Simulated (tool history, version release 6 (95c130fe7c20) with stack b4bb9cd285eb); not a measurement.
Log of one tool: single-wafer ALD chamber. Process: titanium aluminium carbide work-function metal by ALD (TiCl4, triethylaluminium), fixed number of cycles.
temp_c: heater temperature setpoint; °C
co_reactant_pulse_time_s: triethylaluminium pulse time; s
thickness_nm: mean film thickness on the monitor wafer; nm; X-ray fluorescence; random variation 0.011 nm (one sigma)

{"run": 1, "hour": 0.0, "temp_c": 325, "co_reactant_pulse_time_s": 12.32, "thickness_nm": 2.1019}
{"run": 2, "hour": 5.7, "temp_c": 329, "co_reactant_pulse_time_s": 12.32, "thickness_nm": 2.1153}
{"run": 3, "hour": 8.7, "temp_c": 335, "co_reactant_pulse_time_s": 12.32, "thickness_nm": 2.1784}
{"run": 4, "hour": 15.7, "temp_c": 337, "co_reactant_pulse_time_s": 12.83, "thickness_nm": 2.1997}
{"run": 5, "hour": 20.2, "temp_c": 337, "co_reactant_pulse_time_s": 9.51, "thickness_nm": 2.0811}
{"run": 6, "hour": 26.1, "temp_c": 338, "co_reactant_pulse_time_s": 10.16, "thickness_nm": 2.098}

Forecast run 7:
{"run": 7, "hour": 29.5, "temp_c": 339, "co_reactant_pulse_time_s": 10.79, "thickness_nm": "?"}

thickness_nm: 2.1618 nm
